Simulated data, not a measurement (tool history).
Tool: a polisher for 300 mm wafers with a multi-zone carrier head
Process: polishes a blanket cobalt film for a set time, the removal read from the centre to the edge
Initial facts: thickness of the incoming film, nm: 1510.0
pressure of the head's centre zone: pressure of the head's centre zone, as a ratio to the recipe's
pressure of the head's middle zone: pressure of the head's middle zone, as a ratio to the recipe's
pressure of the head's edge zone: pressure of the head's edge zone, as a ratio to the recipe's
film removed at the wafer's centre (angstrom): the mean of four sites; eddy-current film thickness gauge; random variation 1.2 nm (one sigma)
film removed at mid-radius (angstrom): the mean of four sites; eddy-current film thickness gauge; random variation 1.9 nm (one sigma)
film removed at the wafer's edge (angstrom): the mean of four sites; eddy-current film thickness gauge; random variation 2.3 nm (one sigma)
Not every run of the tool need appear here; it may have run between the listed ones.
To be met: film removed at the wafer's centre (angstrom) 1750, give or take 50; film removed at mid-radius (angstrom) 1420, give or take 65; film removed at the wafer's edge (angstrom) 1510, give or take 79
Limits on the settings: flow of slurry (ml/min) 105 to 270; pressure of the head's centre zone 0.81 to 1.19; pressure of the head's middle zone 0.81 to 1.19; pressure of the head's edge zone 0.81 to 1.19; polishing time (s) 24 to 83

run,day,flow of slurry (ml/min),pressure of the head's centre zone,pressure of the head's middle zone,pressure of the head's edge zone,polishing time (s),film removed at the wafer's centre (angstrom),film removed at mid-radius (angstrom),film removed at the wafer's edge (angstrom)
1,0,175,1,1,1,53,2053.4,2012.1,2105.8
2,0.225,175,1,1.06,1,53,2050.1,2129.8,2111.1
3,0.392,175,1.01,1.04,0.98,51,1994.4,1974.8,1948.6
4,0.538,170,1.01,1.02,0.96,50,1937.7,1939.4,1950.2
5,0.596,170,1.01,1.1,0.96,50,1950,2083.9,1948
6,0.779,170,0.98,1.1,0.96,50,1886.6,2073.3,1936.6
7,1.05,175,0.99,1.07,0.95,49,1870,2019,1852.7
8,1.238,175,1,1.04,0.94,48,1863.3,1933.7,1871.1
9,1.388,175,1.02,1.03,0.94,46,1806.1,1808.7,1759.3
10,1.662,175,1.03,1.01,0.93,45,1775.9,1760.7,1731.4
11,1.708,175,1.05,0.99,0.92,44,1774.2,1672.4,1672.6

Below are 4 possible settings for the next run. Only one of them brings all results inside the allowed miss of their targets. Which is it?
A,1.754,170,0.93,1,0.95,50,?,?,?
B,1.754,175,0.9,1.18,0.87,50,?,?,?
C,1.754,145,0.98,1.05,0.89,47,?,?,?
D,1.754,215,1.13,0.9,0.91,39,?,?,?

move,film removed at the wafer's centre (angstrom),film removed at mid-radius (angstrom),film removed at the wafer's edge (angstrom)
A,1796.9,1947.5,1956.1
B,1750.5,2252.2,1880.5
C,1736.3,1868.8,1757.6
D,1742.9,1428.5,1529
A: moves away from the targets compared with the last run
B: moves away from the targets compared with the last run
C: moves away from the targets compared with the last run
D: all results land within tolerance of their targets
D meets every target.
